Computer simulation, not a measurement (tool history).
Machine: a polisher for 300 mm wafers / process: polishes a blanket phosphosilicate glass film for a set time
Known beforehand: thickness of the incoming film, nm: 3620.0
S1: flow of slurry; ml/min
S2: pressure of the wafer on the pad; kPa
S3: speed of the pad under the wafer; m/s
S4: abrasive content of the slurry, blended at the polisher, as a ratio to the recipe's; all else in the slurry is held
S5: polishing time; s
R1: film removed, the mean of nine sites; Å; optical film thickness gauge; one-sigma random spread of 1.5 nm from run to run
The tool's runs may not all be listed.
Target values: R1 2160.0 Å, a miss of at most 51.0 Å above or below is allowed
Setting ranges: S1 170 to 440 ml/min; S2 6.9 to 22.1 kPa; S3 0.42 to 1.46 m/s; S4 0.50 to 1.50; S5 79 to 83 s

{"run": 1, "hour": 0.0, "S1": 280, "S2": 14.5, "S3": 0.94, "S4": 1.0, "S5": 79, "R1": 3652.1}
{"run": 2, "hour": 8.1, "S1": 275, "S2": 13.1, "S3": 0.94, "S4": 1.0, "S5": 79, "R1": 3319.5}
{"run": 3, "hour": 11.4, "S1": 275, "S2": 13.1, "S3": 0.94, "S4": 1.0, "S5": 79, "R1": 3297.6}
{"run": 4, "hour": 11.9, "S1": 275, "S2": 13.1, "S3": 0.84, "S4": 1.0, "S5": 79, "R1": 3035.7}
{"run": 5, "hour": 18.9, "S1": 270, "S2": 12.4, "S3": 0.84, "S4": 1.0, "S5": 79, "R1": 2865.6}
{"run": 6, "hour": 26.1, "S1": 265, "S2": 11.7, "S3": 0.84, "S4": 1.0, "S5": 79, "R1": 2690.9}
{"run": 7, "hour": 30.4, "S1": 255, "S2": 11.0, "S3": 0.84, "S4": 1.0, "S5": 79, "R1": 2552.0}
{"run": 8, "hour": 37.1, "S1": 250, "S2": 10.3, "S3": 0.84, "S4": 1.0, "S5": 79, "R1": 2394.5}
{"run": 9, "hour": 45.9, "S1": 240, "S2": 10.3, "S3": 0.84, "S4": 1.0, "S5": 79, "R1": 2379.7}
{"run": 10, "hour": 47.6, "S1": 230, "S2": 10.3, "S3": 0.84, "S4": 1.0, "S5": 79, "R1": 2380.4}
{"run": 11, "hour": 55.0, "S1": 225, "S2": 10.3, "S3": 0.84, "S4": 1.0, "S5": 79, "R1": 2378.1}
{"run": 12, "hour": 57.0, "S1": 220, "S2": 10.3, "S3": 0.84, "S4": 1.0, "S5": 79, "R1": 2370.9}
{"run": 13, "hour": 61.3, "S1": 215, "S2": 10.3, "S3": 0.84, "S4": 1.0, "S5": 79, "R1": 2376.5}

Of the 5 settings listed for the next run, only one would bring every result within its allowed miss of target. Which one?
{"run": "A", "hour": 65.6, "S1": 195, "S2": 11.7, "S3": 0.86, "S4": 1.0, "S5": 83, "R1": "?"}
{"run": "B", "hour": 65.6, "S1": 170, "S2": 9.7, "S3": 1.06, "S4": 1.0, "S5": 79, "R1": "?"}
{"run": "C", "hour": 65.6, "S1": 170, "S2": 10.3, "S3": 0.96, "S4": 1.15, "S5": 80, "R1": "?"}
{"run": "D", "hour": 65.6, "S1": 245, "S2": 11.0, "S3": 0.86, "S4": 1.1, "S5": 83, "R1": "?"}
{"run": "E", "hour": 65.6, "S1": 195, "S2": 9.7, "S3": 0.84, "S4": 0.95, "S5": 79, "R1": "?"}

move=A R1=2804.0
move=B R1=2587.4
move=C R1=2740.2
move=D R1=2805.0
move=E R1=2126.0
A: further off than the last run
B: further off than the last run
C: further off than the last run
D: further off than the last run
E: each result inside its tolerance
The right move is E.

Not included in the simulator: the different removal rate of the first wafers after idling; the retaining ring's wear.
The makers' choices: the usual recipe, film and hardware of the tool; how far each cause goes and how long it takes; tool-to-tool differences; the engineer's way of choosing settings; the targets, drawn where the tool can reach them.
